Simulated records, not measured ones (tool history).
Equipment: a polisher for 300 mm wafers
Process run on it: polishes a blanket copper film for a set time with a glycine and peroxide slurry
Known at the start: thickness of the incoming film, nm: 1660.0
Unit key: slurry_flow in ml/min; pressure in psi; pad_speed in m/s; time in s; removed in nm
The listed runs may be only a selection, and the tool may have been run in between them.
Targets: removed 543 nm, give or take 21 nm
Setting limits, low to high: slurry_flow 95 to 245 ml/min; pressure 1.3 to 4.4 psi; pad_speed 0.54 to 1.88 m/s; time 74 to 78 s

{"run": 1, "hour": 0.0, "slurry_flow": 155, "pressure": 2.8, "pad_speed": 1.2, "time": 74, "removed": 433.33}
{"run": 2, "hour": 5.9, "slurry_flow": 160, "pressure": 2.9, "pad_speed": 1.2, "time": 74, "removed": 442.49}
{"run": 3, "hour": 9.1, "slurry_flow": 200, "pressure": 2.9, "pad_speed": 1.2, "time": 74, "removed": 458.36}
{"run": 4, "hour": 14.5, "slurry_flow": 200, "pressure": 2.9, "pad_speed": 1.2, "time": 78, "removed": 480.58}
{"run": 5, "hour": 22.3, "slurry_flow": 200, "pressure": 3, "pad_speed": 1.2, "time": 78, "removed": 492.18}
{"run": 6, "hour": 24.5, "slurry_flow": 220, "pressure": 3, "pad_speed": 1.2, "time": 78, "removed": 496.14}
{"run": 7, "hour": 32.9, "slurry_flow": 220, "pressure": 3.1, "pad_speed": 1.2, "time": 78, "removed": 509.59}
{"run": 8, "hour": 39.0, "slurry_flow": 220, "pressure": 3.1, "pad_speed": 1.2, "time": 78, "removed": 516.95}

Which one of the following 4 next-run settings gets every result inside its allowed miss? There is exactly one.
{"run": "A", "hour": 45.1, "slurry_flow": 205, "pressure": 3.6, "pad_speed": 1.04, "time": 74, "removed": "?"}
{"run": "B", "hour": 45.1, "slurry_flow": 235, "pressure": 3.2, "pad_speed": 1.16, "time": 74, "removed": "?"}
{"run": "C", "hour": 45.1, "slurry_flow": 225, "pressure": 3.1, "pad_speed": 1.34, "time": 75, "removed": "?"}
{"run": "D", "hour": 45.1, "slurry_flow": 205, "pressure": 2.7, "pad_speed": 1.26, "time": 78, "removed": "?"}

move=A removed=475.12
move=B removed=482.89
move=C removed=538.64
move=D removed=471.08
A: the biggest miss grows against the last run
B: the biggest miss grows against the last run
C: every result lands within tolerance
D: the biggest miss grows against the last run
So the answer is move C, the one that meets all the targets.

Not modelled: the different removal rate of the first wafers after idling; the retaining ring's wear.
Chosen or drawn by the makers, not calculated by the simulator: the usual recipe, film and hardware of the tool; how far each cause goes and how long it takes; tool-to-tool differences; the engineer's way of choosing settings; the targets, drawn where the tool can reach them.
